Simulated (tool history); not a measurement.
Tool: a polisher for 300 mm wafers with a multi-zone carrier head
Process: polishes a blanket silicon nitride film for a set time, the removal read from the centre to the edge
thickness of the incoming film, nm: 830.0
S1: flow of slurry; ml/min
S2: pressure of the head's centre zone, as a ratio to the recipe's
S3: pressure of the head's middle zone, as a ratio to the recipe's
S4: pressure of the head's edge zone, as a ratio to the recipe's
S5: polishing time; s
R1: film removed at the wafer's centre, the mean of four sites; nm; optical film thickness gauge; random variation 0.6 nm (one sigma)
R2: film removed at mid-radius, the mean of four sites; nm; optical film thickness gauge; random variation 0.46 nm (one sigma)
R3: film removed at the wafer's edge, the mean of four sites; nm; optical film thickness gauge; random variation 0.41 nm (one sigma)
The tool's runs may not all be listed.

run,day,S1,S2,S3,S4,S5,R1,R2,R3
1,0.000,185,1.00,1.00,1.00,32,43.959,43.370,40.658
2,0.167,185,1.04,1.00,1.00,32,45.406,42.528,41.126
3,0.317,185,1.04,1.00,1.00,29,40.015,38.831,37.059
4,0.662,185,0.95,1.00,1.00,29,37.107,38.800,36.665
5,1.029,190,0.94,1.01,1.03,31,39.620,42.254,40.067
6,1.367,195,0.94,1.02,1.05,32,41.245,44.131,41.791
7,1.600,200,0.93,1.02,1.07,33,41.539,45.436,43.792

The next listed run, before its measurement:
8,1.762,250,0.96,1.09,1.17,42,?,?,?

Run 8 gave R1 57.445 nm, R2 63.082 nm, R3 59.848 nm.
